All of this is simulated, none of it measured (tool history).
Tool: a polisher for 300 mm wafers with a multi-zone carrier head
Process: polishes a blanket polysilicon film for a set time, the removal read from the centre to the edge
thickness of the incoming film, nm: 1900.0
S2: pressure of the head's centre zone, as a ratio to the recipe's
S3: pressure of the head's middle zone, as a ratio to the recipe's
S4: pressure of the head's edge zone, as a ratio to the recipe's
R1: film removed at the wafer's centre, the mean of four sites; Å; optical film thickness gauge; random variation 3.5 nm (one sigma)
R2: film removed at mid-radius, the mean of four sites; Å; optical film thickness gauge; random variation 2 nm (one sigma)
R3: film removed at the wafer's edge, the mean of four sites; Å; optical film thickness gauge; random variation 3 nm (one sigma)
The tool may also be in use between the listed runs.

run 1 day=0.000 | flow_of_slurry_(ml/min)=250 S2=1.00 S3=1.00 S4=1.00 polishing_time_(s)=45 | R1=2140.7 R2=2104.0 R3=2135.9
run 2 day=0.100 | flow_of_slurry_(ml/min)=250 S2=1.00 S3=1.00 S4=0.92 polishing_time_(s)=45 | R1=2167.9 R2=2096.1 R3=2058.7
run 3 day=0.400 | flow_of_slurry_(ml/min)=250 S2=1.00 S3=1.00 S4=0.92 polishing_time_(s)=54 | R1=2626.4 R2=2510.1 R3=2540.6
run 4 day=0.467 | flow_of_slurry_(ml/min)=250 S2=1.00 S3=0.95 S4=0.92 polishing_time_(s)=54 | R1=2609.1 R2=2425.7 R3=2428.5
run 5 day=0.646 | flow_of_slurry_(ml/min)=250 S2=1.00 S3=1.03 S4=0.92 polishing_time_(s)=54 | R1=2632.5 R2=2596.6 R3=2496.4
run 6 day=0.867 | flow_of_slurry_(ml/min)=250 S2=1.00 S3=1.03 S4=0.92 polishing_time_(s)=43 | R1=2129.2 R2=2068.2 R3=1975.0

Forecast run 7:
run 7 day=0.979 | flow_of_slurry_(ml/min)=250 S2=1.01 S3=1.04 S4=0.96 polishing_time_(s)=45 | R1=? R2=? R3=?

R1: 2271.4 Å
R2: 2154.3 Å
R3: 2087.4 Å
